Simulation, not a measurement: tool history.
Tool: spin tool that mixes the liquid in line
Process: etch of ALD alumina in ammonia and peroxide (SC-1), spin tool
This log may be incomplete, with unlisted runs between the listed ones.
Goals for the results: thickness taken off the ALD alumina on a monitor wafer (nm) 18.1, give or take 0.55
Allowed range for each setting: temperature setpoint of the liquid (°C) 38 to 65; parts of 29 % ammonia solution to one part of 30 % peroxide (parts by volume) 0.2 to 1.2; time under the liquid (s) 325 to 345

run,day,temperature setpoint of the liquid (°C),parts of 29 % ammonia solution to one part of 30 % peroxide (parts by volume),time under the liquid (s),thickness taken off the ALD alumina on a monitor wafer (nm)
1,0,49,1,325,23.808
2,0.171,53,1,325,29.739
3,0.246,53,1,325,29.309
4,0.558,52,1,325,27.588
5,0.854,52,1,325,27.772
6,1.212,55.5,1,325,33.043
7,1.446,54,1,325,30.729
8,1.692,46,0.95,325,19.54
9,1.988,45,0.95,325,18.624

Exactly one of the 5 candidate moves below puts every result within its allowed miss. Which one?
A,2.283,46.5,0.65,325,?
B,2.283,44,1.2,345,?
C,2.283,46,0.7,335,?
D,2.283,44.5,1.05,345,?
E,2.283,47,0.2,325,?

move,thickness taken off the ALD alumina on a monitor wafer (nm)
A,19.961
B,19.489
C,20.144
D,19.8
E,18.352
A: further off than the last run
B: further off than the last run
C: further off than the last run
D: further off than the last run
E: every result lands within tolerance
E is the move that brings every result within its allowed miss.
